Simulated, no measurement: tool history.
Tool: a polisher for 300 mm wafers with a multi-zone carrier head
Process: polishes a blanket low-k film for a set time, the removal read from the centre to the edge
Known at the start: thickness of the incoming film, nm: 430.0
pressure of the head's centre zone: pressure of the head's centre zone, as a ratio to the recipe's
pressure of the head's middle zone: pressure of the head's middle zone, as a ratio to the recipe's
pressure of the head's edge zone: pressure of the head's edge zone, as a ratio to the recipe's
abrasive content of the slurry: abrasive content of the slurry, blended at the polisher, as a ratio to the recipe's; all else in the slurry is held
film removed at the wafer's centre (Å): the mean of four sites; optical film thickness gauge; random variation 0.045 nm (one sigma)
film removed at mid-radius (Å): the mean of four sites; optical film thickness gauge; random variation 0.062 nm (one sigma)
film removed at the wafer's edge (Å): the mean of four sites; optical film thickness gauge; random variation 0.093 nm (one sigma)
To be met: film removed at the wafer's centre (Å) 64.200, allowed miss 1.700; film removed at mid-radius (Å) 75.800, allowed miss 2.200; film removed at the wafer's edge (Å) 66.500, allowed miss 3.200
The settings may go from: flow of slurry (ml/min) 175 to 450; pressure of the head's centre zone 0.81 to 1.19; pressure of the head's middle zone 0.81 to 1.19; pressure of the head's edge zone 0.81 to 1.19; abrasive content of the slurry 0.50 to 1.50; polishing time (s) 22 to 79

run	hour	flow of slurry (ml/min)	pressure of the head's centre zone	pressure of the head's middle zone	pressure of the head's edge zone	abrasive content of the slurry	polishing time (s)	film removed at the wafer's centre (Å)	film removed at mid-radius (Å)	film removed at the wafer's edge (Å)
1	0.0	290	1.00	1.00	1.00	1.00	50	138.110	141.200	141.570
2	4.9	290	1.05	1.00	1.00	1.00	50	144.980	142.100	141.540
3	5.4	290	1.03	1.01	0.98	0.95	48	132.990	132.100	129.050
4	8.0	235	1.03	1.01	0.98	0.95	48	128.230	128.560	131.820
5	12.3	245	1.01	1.01	0.97	0.90	46	117.550	119.320	118.000
6	17.1	245	1.01	1.01	0.97	0.75	46	100.560	103.420	100.860
7	23.1	265	0.91	1.03	0.87	0.50	39	49.110	56.622	51.855
8	30.4	265	0.92	1.04	0.89	0.50	39	49.121	55.992	52.620
9	32.2	265	0.93	1.06	0.90	0.50	39	50.564	57.243	53.118
10	36.8	265	0.93	1.07	0.91	0.55	39	57.934	65.058	60.043
11	44.4	260	0.93	1.08	0.91	0.55	39	57.168	67.690	61.123
12	50.3	255	0.94	1.08	0.91	0.55	39	57.364	66.246	62.871
13	51.5	335	1.00	1.18	0.94	0.60	39	70.577	82.022	71.629

Which of these 4 next moves meets every target?
A	52.7	315	0.94	1.12	0.89	0.60	38	?	?	?
B	52.7	305	0.99	1.19	1.01	0.70	33	?	?	?
C	52.7	335	0.95	1.11	0.95	0.65	41	?	?	?
D	52.7	260	0.92	1.11	1.19	0.55	42	?	?	?

move	film removed at the wafer's centre (Å)	film removed at mid-radius (Å)	film removed at the wafer's edge (Å)
A	64.591	75.345	67.086
B	69.152	80.544	72.369
C	77.474	88.829	81.819
D	61.253	72.515	74.669
A: meets every target
B: nearer than the last run, and not there yet
C: further off than the last run
D: takes the result that was furthest off past its target
Answer: A

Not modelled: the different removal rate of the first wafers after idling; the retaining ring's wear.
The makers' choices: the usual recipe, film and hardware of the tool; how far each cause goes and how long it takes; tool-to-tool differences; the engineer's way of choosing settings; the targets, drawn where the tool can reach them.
